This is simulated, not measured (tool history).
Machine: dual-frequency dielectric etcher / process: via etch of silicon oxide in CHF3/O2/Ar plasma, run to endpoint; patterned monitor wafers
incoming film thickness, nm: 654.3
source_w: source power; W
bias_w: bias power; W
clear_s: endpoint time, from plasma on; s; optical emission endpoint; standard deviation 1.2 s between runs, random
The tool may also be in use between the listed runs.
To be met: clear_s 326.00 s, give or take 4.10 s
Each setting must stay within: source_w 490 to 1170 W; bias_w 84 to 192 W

run  hour  source_w  bias_w  clear_s
  1   0.0       830     138   281.07
  2   3.7       830     123   292.63
  3  11.6       770     122   301.87
  4  18.6       730     121   309.65
  5  26.1       700     121   312.73
  6  29.7       680     121   312.26
  7  37.8       650     121   318.46
  8  44.7       640     121   319.85
  9  50.6       630     121   319.86

Which of these 4 next moves meets every target?
  A  56.5       620     131        ?
  B  56.5       490     149        ?
  C  56.5       620     129        ?
  D  56.5       650     115        ?

move  clear_s
   A   311.86
   B   315.38
   C   313.74
   D   323.82
A: further off than the last run
B: further off than the last run
C: further off than the last run
D: meets every target
So the answer is move D, the one that meets all the targets.
